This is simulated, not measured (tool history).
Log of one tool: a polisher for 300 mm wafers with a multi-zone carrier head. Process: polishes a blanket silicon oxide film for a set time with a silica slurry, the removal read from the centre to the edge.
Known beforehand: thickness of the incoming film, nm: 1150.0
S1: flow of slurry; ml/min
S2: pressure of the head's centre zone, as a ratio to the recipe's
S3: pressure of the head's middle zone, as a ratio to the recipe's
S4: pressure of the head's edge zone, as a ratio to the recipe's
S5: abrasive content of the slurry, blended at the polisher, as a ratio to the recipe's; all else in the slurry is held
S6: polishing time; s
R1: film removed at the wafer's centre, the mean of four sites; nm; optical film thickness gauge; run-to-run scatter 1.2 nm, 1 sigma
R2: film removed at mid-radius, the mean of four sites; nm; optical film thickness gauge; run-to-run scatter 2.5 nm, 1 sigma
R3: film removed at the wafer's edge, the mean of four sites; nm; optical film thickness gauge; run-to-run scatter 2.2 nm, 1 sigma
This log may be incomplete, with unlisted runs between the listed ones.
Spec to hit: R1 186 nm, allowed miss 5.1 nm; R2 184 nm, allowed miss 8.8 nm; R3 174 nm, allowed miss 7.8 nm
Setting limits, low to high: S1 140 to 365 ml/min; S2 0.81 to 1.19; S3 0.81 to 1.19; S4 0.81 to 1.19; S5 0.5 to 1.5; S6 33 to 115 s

run	day	S1	S2	S3	S4	S5	S6	R1	R2	R3
1	0	235	1	1	1	1	73	159.44	160.31	160.27
2	0.292	235	1	1	1	1	57	123.19	123.43	126.69
3	0.625	245	1.03	1.04	1.03	1.1	57	133.16	132.56	133.7
4	0.75	250	1.05	1.07	1.04	1.2	58	142.75	141.06	142.37
5	0.983	250	0.97	1.07	1.04	1.2	58	132.58	140.8	140.91
6	1.279	250	1.02	1.07	1.04	1.2	58	140.73	143.06	142.33
7	1.492	255	1.04	1.09	1.05	1.25	59	146.7	149.18	144.8
8	1.583	255	1.05	1.1	1.06	1.3	61	152.96	157.07	152.92
9	1.867	260	1.07	1.11	1.07	1.35	62	161.27	160.98	160.07
10	2.125	265	1.08	1.13	1.07	1.4	63	169.17	171.88	167.45
11	2.346	275	1.09	1.14	1.07	1.4	63	170.95	168.69	169.91
12	2.492	265	1.1	1.15	1.06	1.4	63	170.8	172.47	162.25
13	2.825	275	1.11	1.16	1.06	1.4	63	174.5	178.28	164.65
14	3.108	285	1.12	1.16	1.06	1.4	63	173.74	174.43	163.76

Pick the move, out of 4, that brings all results within their allowed miss; only one does.
A	3.392	255	1.16	1.13	1.03	1.35	62	?	?	?
B	3.392	295	1.19	1.07	1.02	1.35	65	?	?	?
C	3.392	270	0.94	1.09	1.19	1.45	64	?	?	?
D	3.392	225	1.11	1.13	1.05	1.45	69	?	?	?

move	R1	R2	R3
A	174.18	165.87	155.76
B	189.77	171.09	164.59
C	156.59	172.96	178.19
D	188.22	186.19	177.15
A: as far off as the last run
B: brings the last run's worst result on target, with another outside its allowed miss
C: its largest miss is bigger than the last run's
D: each result inside its tolerance
Go with D: it meets all targets.
